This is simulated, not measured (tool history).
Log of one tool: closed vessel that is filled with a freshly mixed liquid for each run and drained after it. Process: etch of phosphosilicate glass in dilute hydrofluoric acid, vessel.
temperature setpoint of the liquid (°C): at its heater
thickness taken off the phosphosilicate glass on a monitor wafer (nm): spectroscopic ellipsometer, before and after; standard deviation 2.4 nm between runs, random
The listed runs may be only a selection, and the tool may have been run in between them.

run	hour	temperature setpoint of the liquid (°C)	parts of water to one part of 49 % hydrofluoric acid (parts by volume)	time in the liquid (s)	thickness taken off the phosphosilicate glass on a monitor wafer (nm)
1	0.0	24.0	85	95	197.41
2	4.2	24.0	85	95	197.15
3	9.4	24.0	100	95	161.47
4	13.7	26.0	90	95	200.30
5	16.8	27.5	85	95	228.40
6	26.0	28.5	80	95	249.74

What will run 7 give?
7	34.3	32.0	60	95	?

{"run 7": {"thickness taken off the phosphosilicate glass on a monitor wafer (nm)": 392.04}}

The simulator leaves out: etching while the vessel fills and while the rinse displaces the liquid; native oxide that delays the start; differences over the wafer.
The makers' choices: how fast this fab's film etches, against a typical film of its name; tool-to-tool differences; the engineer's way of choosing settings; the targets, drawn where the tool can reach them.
